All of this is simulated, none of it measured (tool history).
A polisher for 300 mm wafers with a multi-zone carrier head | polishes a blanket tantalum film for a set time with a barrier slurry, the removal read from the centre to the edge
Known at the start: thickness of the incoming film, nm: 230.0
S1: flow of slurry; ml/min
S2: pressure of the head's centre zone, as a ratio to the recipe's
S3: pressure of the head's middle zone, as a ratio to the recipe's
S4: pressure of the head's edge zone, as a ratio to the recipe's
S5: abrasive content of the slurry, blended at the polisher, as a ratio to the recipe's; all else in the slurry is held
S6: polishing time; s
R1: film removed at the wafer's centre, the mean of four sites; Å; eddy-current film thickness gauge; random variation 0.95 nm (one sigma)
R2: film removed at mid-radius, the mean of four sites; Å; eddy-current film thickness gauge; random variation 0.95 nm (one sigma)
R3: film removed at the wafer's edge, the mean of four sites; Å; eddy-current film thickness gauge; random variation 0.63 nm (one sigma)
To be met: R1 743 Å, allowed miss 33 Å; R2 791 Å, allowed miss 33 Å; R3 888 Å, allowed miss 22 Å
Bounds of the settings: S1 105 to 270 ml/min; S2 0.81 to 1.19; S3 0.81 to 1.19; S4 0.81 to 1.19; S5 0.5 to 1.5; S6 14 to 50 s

run    day   S1    S2    S3    S4    S5  S6      R1      R2      R3
  1      0  175     1     1     1     1  32  782.94  771.36  775.73
  2   0.35  155     1     1     1     1  32  792.77  735.25     770
  3  0.446  155  0.92     1     1     1  32  724.33  753.84  783.32
  4  0.479  160  0.91  0.99  1.04  1.05  32  707.56  767.07  798.95
  5  0.646  160  0.91  0.99  1.04  1.05  28  633.91  659.72  702.84
  6    0.9  160  0.91  0.99  1.04  0.95  28  616.35  639.73  675.12
  7  1.054  155  0.91  0.98  1.05   1.1  29  653.97  685.82  732.53
  8  1.421  205  0.92  0.99  1.15  1.35  29  727.64  767.44  833.42
  9  1.771  210  0.91  0.98  1.16   1.4  29  754.36  766.71  830.02
 10  2.054  160  0.86  0.97  1.19  1.45  32  742.73  797.23  909.36

Which of these 4 next moves meets every target?
  A  2.338  175  0.89  0.92  1.19   1.5  32   ?   ?   ?
  B  2.338  130  0.83  0.95  1.19   1.5  34   ?   ?   ?
  C  2.338  155  0.88  1.05  1.13   1.5  30   ?   ?   ?
  D  2.338  185  0.87  0.96  1.15  1.45  31   ?   ?   ?

move      R1      R2      R3
   A  801.19  788.44  924.18
   B  738.14   807.5  937.75
   C  723.93  807.17  832.13
   D  761.53   793.5  881.86
A: further off than the last run
B: further off than the last run
C: takes the result that was furthest off past its target
D: meets every target
The right move is D.

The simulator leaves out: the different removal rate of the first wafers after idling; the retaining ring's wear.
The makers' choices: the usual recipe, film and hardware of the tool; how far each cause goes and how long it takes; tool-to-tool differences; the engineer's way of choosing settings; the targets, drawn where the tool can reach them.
